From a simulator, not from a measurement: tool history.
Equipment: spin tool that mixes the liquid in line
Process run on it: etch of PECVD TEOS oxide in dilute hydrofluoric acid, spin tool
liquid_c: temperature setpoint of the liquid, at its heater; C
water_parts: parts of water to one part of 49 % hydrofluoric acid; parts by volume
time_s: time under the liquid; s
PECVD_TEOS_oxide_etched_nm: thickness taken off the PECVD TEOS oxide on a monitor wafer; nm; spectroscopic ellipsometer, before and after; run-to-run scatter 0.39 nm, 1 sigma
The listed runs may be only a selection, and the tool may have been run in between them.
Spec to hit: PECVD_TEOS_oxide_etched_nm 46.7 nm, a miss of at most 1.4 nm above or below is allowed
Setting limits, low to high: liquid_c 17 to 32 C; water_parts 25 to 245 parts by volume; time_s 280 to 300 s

run	day	liquid_c	water_parts	time_s	PECVD_TEOS_oxide_etched_nm
1	0	24	135	280	33.557
2	0.275	21.5	135	280	30.154
3	0.583	21.5	135	300	32.057
4	0.608	21.5	110	300	40.88
5	0.829	18.5	110	300	36.42
6	0.871	17	110	300	33.844
7	1.246	19.5	110	300	37.012
8	1.279	21.5	110	300	40.851

Consider the 5 candidate settings below. Which is the only one whose results all fall within their allowed miss of target?
A	1.312	23.5	105	300	?
B	1.312	22	125	280	?
C	1.312	20.5	90	300	?
D	1.312	22	90	300	?
E	1.312	21	90	300	?

move	PECVD_TEOS_oxide_etched_nm
A	46.313
B	33.425
C	48.715
D	51.797
E	49.726
A: every result within its allowed miss
B: the biggest miss grows against the last run
C: the result that was furthest off in the last run now lies on the other side of its target
D: the result that was furthest off in the last run now lies on the other side of its target
E: the result that was furthest off in the last run now lies on the other side of its target
The right move is A.
